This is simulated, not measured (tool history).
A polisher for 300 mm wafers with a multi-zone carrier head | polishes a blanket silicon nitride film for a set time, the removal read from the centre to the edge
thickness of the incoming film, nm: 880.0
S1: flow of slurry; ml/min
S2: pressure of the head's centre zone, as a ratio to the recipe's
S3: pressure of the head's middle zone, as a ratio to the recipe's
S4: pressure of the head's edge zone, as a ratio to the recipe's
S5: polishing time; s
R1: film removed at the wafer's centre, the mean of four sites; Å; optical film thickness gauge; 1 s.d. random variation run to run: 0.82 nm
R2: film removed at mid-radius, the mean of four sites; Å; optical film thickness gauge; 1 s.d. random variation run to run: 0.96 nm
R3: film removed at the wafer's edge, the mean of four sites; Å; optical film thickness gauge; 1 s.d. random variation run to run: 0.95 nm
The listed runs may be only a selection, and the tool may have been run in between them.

run	hour	S1	S2	S3	S4	S5	R1	R2	R3
1	0	230	1	1	1	80	1128	1131.3	1103.8
2	5.6	230	1	1.05	1	80	1122.8	1186.8	1109.3
3	13	230	1.05	1.05	1	80	1176.4	1199.8	1140.3
4	15.4	255	1.05	1.05	1	80	1210.6	1195.2	1134.8
5	19.8	280	1.05	1.05	1	80	1208.5	1200.7	1128.9
6	21.2	290	1.04	1.06	0.96	79	1194.9	1210.4	1100.2
7	25.3	300	1.03	1.07	0.93	78	1150.2	1200	1078.6

Forecast run 8:
8	32	310	1.04	1.09	0.91	76	?	?	?

Logged for run 8: R1 1143.6 Å, R2 1211.6 Å, R3 1045.6 Å.
